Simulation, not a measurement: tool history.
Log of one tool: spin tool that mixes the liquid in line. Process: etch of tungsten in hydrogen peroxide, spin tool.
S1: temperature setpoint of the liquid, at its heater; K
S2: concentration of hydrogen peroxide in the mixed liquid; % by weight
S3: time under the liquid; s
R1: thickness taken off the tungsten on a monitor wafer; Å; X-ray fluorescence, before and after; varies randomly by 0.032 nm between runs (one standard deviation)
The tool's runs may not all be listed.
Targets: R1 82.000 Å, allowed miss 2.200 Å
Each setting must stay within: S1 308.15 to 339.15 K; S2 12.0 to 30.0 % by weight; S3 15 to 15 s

Run 1, hour 0.0: S1 324.15 K, S2 22.0 % by weight, S3 15 s. Result: R1 243.810 Å.
Run 2, hour 4.8: S1 320.65 K, S2 21.0 % by weight, S3 15 s. Result: R1 191.300 Å.
Run 3, hour 11.1: S1 314.15 K, S2 21.0 % by weight, S3 15 s. Result: R1 127.690 Å.
Run 4, hour 19.9: S1 313.15 K, S2 20.5 % by weight, S3 15 s. Result: R1 117.270 Å.
Run 5, hour 20.6: S1 313.15 K, S2 20.5 % by weight, S3 15 s. Result: R1 116.770 Å.
Run 6, hour 23.6: S1 310.15 K, S2 20.5 % by weight, S3 15 s. Result: R1 96.254 Å.
Run 7, hour 27.3: S1 309.65 K, S2 20.0 % by weight, S3 15 s. Result: R1 92.303 Å.
Run 8, hour 32.9: S1 309.15 K, S2 20.0 % by weight, S3 15 s. Result: R1 89.194 Å.
Run 9, hour 41.6: S1 308.65 K, S2 19.5 % by weight, S3 15 s. Result: R1 85.317 Å.

Pick the move, out of 4, that brings all results within their allowed miss; only one does.
Run A, hour 50.3: S1 310.65 K, S2 17.5 % by weight, S3 15 s. Result: R1 ?.
Run B, hour 50.3: S1 309.65 K, S2 16.0 % by weight, S3 15 s. Result: R1 ?.
Run C, hour 50.3: S1 310.65 K, S2 16.5 % by weight, S3 15 s. Result: R1 ?.
Run D, hour 50.3: S1 308.65 K, S2 23.0 % by weight, S3 15 s. Result: R1 ?.

move      R1
   A  92.165
   B  82.469
   C  89.493
   D  92.490
A: lands further from the targets than the last run did
B: hits every target within its allowed miss
C: lands further from the targets than the last run did
D: lands further from the targets than the last run did
Go with B: it meets all targets.
